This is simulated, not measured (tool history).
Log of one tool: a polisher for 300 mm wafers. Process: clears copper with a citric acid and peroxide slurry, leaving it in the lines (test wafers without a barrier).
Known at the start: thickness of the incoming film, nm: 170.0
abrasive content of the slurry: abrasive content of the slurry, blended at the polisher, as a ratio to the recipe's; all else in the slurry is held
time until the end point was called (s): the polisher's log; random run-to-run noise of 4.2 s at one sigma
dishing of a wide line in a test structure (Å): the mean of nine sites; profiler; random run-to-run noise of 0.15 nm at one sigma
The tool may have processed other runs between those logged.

run  hour  flow of slurry (ml/min)  pressure of the wafer on the pad (kPa)  speed of the pad under the wafer (cm/s)  abrasive content of the slurry  overpolish time after the end point (s)  time until the end point was called (s)  dishing of a wide line in a test structure (Å)
  1   0.0                      165                                    15.2                                      100                            1.00                                       15                                   104.68                                          176.56
  2   2.4                      195                                    15.2                                      100                            1.00                                       15                                   105.26                                          173.98
  3   3.2                      195                                    15.2                                      100                            1.00                                       18                                   103.84                                          216.00
  4   8.4                      170                                    13.1                                       84                            0.85                                       17                                   147.03                                          144.07
  5  16.8                      170                                    13.1                                      104                            0.85                                       17                                   119.86                                          175.16
  6  18.3                      170                                    13.1                                      104                            0.85                                       23                                   119.46                                          221.91
  7  19.7                      170                                    13.1                                      104                            0.85                                       23                                   121.14                                          212.91

Estimate the outcome of run 8 from the log above:
  8  26.0                      170                                    13.1                                      104                            0.85                                       23                                        ?                                               ?

{"run 8": {"time until the end point was called (s)": 120.64, "dishing of a wide line in a test structure (Å)": 230.26}}
